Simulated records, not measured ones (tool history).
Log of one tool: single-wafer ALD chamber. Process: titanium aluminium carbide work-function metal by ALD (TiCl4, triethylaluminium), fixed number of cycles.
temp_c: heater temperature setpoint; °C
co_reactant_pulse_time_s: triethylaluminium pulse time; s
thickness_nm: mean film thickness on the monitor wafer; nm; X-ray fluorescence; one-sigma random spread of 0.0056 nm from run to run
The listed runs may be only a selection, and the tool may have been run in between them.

run  hour  temp_c  co_reactant_pulse_time_s  thickness_nm
  1   0.0     285                     15.25        1.9074
  2   7.3     285                     17.78        1.9119
  3  10.0     280                     15.11        1.8664
  4  15.9     276                     13.02        1.8140
  5  21.1     273                     11.39        1.7586
  6  29.7     281                     11.39        1.8209
  7  30.3     277                     10.11        1.7460
  8  31.7     277                     10.11        1.7427
  9  36.6     274                      9.11        1.6453
 10  37.6     271                      8.58        1.5810
 11  45.7     269                      8.53        1.5547

Run 12 is up next; what results do you expect?
 12  47.5     268                      8.49             ?

thickness_nm: 1.5458 nm
